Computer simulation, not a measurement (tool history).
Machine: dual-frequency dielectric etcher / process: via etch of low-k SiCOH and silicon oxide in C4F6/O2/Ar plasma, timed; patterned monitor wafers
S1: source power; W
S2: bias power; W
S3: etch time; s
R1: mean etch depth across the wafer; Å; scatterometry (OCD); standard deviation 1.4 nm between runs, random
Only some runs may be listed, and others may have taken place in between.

Run 1, hour 0.0: S1 440 W, S2 216 W, S3 114 s. Result: R1 3237.5 Å.
Run 2, hour 3.1: S1 490 W, S2 216 W, S3 114 s. Result: R1 3429.3 Å.
Run 3, hour 10.9: S1 490 W, S2 216 W, S3 119 s. Result: R1 3567.2 Å.
Run 4, hour 18.2: S1 490 W, S2 216 W, S3 114 s. Result: R1 3431.8 Å.
Run 5, hour 19.8: S1 490 W, S2 237 W, S3 114 s. Result: R1 3504.6 Å.
Run 6, hour 21.8: S1 490 W, S2 217 W, S3 114 s. Result: R1 3435.5 Å.

Forecast run 7:
Run 7, hour 27.1: S1 500 W, S2 217 W, S3 114 s. Result: R1 ?.

Run 7 came out at R1 3444.3 Å.

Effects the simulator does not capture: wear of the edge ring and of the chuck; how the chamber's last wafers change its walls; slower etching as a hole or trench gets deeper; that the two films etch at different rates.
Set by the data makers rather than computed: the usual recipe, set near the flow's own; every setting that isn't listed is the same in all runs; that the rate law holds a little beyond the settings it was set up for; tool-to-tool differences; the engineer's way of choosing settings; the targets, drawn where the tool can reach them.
